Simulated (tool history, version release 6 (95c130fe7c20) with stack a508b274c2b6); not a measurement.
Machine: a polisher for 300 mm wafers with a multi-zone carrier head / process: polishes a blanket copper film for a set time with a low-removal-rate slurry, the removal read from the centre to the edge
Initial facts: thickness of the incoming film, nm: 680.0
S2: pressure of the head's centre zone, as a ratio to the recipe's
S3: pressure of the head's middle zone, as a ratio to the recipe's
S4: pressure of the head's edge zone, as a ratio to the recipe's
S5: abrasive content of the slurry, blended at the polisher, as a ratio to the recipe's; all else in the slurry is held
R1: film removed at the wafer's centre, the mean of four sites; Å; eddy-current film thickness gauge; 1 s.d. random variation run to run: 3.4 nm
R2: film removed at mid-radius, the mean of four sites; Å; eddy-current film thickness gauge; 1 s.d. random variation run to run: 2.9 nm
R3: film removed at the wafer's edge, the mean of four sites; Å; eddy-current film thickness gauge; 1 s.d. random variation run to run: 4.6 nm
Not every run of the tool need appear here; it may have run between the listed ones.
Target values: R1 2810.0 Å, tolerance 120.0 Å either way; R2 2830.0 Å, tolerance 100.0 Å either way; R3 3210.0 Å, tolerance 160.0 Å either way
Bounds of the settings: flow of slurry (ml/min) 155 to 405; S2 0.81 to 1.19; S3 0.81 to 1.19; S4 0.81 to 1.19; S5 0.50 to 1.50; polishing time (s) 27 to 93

Run 1, hour 0.0: flow of slurry (ml/min) 260, S2 1.00, S3 1.00, S4 1.00, S5 1.00, polishing time (s) 59. Result: R1 2141.5 Å, R2 2179.9 Å, R3 2123.0 Å.
Run 2, hour 1.7: flow of slurry (ml/min) 260, S2 1.00, S3 1.00, S4 1.00, S5 0.85, polishing time (s) 59. Result: R1 2035.6 Å, R2 2067.3 Å, R3 2045.9 Å.
Run 3, hour 9.7: flow of slurry (ml/min) 260, S2 1.00, S3 1.00, S4 1.00, S5 0.85, polishing time (s) 67. Result: R1 2332.7 Å, R2 2383.3 Å, R3 2354.3 Å.
Run 4, hour 10.5: flow of slurry (ml/min) 260, S2 1.00, S3 1.00, S4 1.00, S5 1.00, polishing time (s) 67. Result: R1 2475.7 Å, R2 2458.5 Å, R3 2388.8 Å.
Run 5, hour 13.1: flow of slurry (ml/min) 260, S2 1.00, S3 1.00, S4 1.00, S5 1.00, polishing time (s) 56. Result: R1 2022.3 Å, R2 2029.1 Å, R3 2007.0 Å.
Run 6, hour 19.5: flow of slurry (ml/min) 260, S2 0.98, S3 0.98, S4 1.03, S5 1.05, polishing time (s) 59. Result: R1 2143.3 Å, R2 2153.0 Å, R3 2169.0 Å.
Run 7, hour 27.7: flow of slurry (ml/min) 260, S2 0.96, S3 0.96, S4 1.05, S5 1.10, polishing time (s) 61. Result: R1 2190.7 Å, R2 2233.7 Å, R3 2325.8 Å.
Run 8, hour 29.9: flow of slurry (ml/min) 260, S2 0.95, S3 0.95, S4 1.07, S5 1.15, polishing time (s) 63. Result: R1 2312.0 Å, R2 2329.7 Å, R3 2434.2 Å.
Run 9, hour 34.4: flow of slurry (ml/min) 260, S2 0.94, S3 0.94, S4 1.09, S5 1.20, polishing time (s) 64. Result: R1 2267.9 Å, R2 2361.7 Å, R3 2526.4 Å.
Run 10, hour 37.9: flow of slurry (ml/min) 270, S2 1.03, S3 0.93, S4 1.18, S5 1.45, polishing time (s) 74. Result: R1 3096.8 Å, R2 2827.1 Å, R3 3130.7 Å.

Which of these 5 next moves meets every target?
Run A, hour 41.4: flow of slurry (ml/min) 230, S2 0.96, S3 0.94, S4 1.19, S5 1.40, polishing time (s) 76. Result: R1 ?, R2 ?, R3 ?.
Run B, hour 41.4: flow of slurry (ml/min) 275, S2 1.13, S3 0.94, S4 1.09, S5 1.50, polishing time (s) 74. Result: R1 ?, R2 ?, R3 ?.
Run C, hour 41.4: flow of slurry (ml/min) 280, S2 1.06, S3 0.83, S4 1.06, S5 1.50, polishing time (s) 80. Result: R1 ?, R2 ?, R3 ?.
Run D, hour 41.4: flow of slurry (ml/min) 275, S2 1.18, S3 0.94, S4 1.11, S5 1.50, polishing time (s) 73. Result: R1 ?, R2 ?, R3 ?.
Run E, hour 41.4: flow of slurry (ml/min) 290, S2 1.19, S3 0.92, S4 1.11, S5 1.35, polishing time (s) 78. Result: R1 ?, R2 ?, R3 ?.

move      R1      R2      R3
   A  2874.7  2828.9  3151.5
   B  3444.1  2866.3  3042.8
   C  3496.3  2802.5  3255.5
   D  3548.9  2826.7  3028.3
   E  3746.1  2904.3  3164.3
A: all results in spec
B: the biggest miss grows against the last run
C: the biggest miss grows against the last run
D: the biggest miss grows against the last run
E: the biggest miss grows against the last run
Correct choice: A, which meets every target

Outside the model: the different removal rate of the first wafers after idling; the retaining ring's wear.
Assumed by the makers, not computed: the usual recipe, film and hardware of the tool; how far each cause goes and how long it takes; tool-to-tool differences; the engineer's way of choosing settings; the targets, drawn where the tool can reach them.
